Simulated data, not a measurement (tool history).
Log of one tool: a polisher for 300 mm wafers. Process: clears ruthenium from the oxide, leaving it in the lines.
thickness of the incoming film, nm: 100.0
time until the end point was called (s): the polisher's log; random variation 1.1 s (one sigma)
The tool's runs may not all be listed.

run  hour  flow of slurry (ml/min)  pressure of the wafer on the pad (kPa)  speed of the pad under the wafer (m/s)  overpolish time after the end point (s)  time until the end point was called (s)
  1   0.0                      165                                    12.4                                    1.14                                       36                                   84.996
  2   6.6                      165                                    13.1                                    1.14                                       36                                   83.495
  3  14.3                      165                                    13.8                                    1.16                                       36                                   77.031
  4  19.1                      165                                    13.8                                    1.28                                       36                                   70.360
  5  21.0                      165                                    13.8                                    1.14                                       36                                   77.435
  6  25.8                      165                                    13.8                                    1.14                                       36                                   78.271

The next listed run, before its measurement:
  7  33.1                      165                                    14.5                                    1.14                                       36                                        ?

Run 7 gave time until the end point was called (s) 72.879.
